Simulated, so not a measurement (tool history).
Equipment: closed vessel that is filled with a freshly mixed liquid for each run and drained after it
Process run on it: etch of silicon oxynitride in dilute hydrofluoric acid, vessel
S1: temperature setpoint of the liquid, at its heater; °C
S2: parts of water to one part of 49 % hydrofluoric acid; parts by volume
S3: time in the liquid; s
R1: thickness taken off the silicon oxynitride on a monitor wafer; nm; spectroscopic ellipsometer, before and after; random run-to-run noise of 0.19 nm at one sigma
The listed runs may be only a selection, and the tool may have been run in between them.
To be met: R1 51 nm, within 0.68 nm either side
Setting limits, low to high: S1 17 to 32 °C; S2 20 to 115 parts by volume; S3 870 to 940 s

| run | hour | S1 | S2 | S3 | R1 |
|---|---|---|---|---|---|
| 1 | 0 | 24 | 65 | 870 | 56.337 |
| 2 | 6.3 | 24 | 65 | 940 | 60.906 |
| 3 | 8.4 | 24 | 65 | 870 | 56.363 |
| 4 | 15.3 | 24 | 85 | 870 | 42.428 |
| 5 | 20.3 | 25 | 85 | 870 | 44.611 |
| 6 | 27.6 | 25 | 85 | 870 | 44.339 |
| 7 | 31.7 | 25.5 | 85 | 870 | 45.639 |
| 8 | 32.3 | 25.5 | 85 | 870 | 45.298 |
| 9 | 37.1 | 26 | 85 | 870 | 46.485 |
| 10 | 38.6 | 26.5 | 85 | 870 | 47.82 |

Of the 5 settings listed for the next run, only one would bring every result within its allowed miss of target. Which one?
| A | 40.1 | 25.5 | 85 | 870 | ? |
| B | 40.1 | 26.5 | 80 | 875 | ? |
| C | 40.1 | 29 | 110 | 915 | ? |
| D | 40.1 | 26 | 80 | 925 | ? |
| E | 40.1 | 26 | 90 | 900 | ? |

| move | R1 |
|---|---|
| A | 45.608 |
| B | 51.313 |
| C | 42.536 |
| D | 52.987 |
| E | 45.414 |
A: its largest miss is bigger than the last run's
B: all results land within tolerance of their targets
C: its largest miss is bigger than the last run's
D: carries the result that was furthest off beyond its target, to the other side
E: its largest miss is bigger than the last run's
Go with B: it meets all targets.

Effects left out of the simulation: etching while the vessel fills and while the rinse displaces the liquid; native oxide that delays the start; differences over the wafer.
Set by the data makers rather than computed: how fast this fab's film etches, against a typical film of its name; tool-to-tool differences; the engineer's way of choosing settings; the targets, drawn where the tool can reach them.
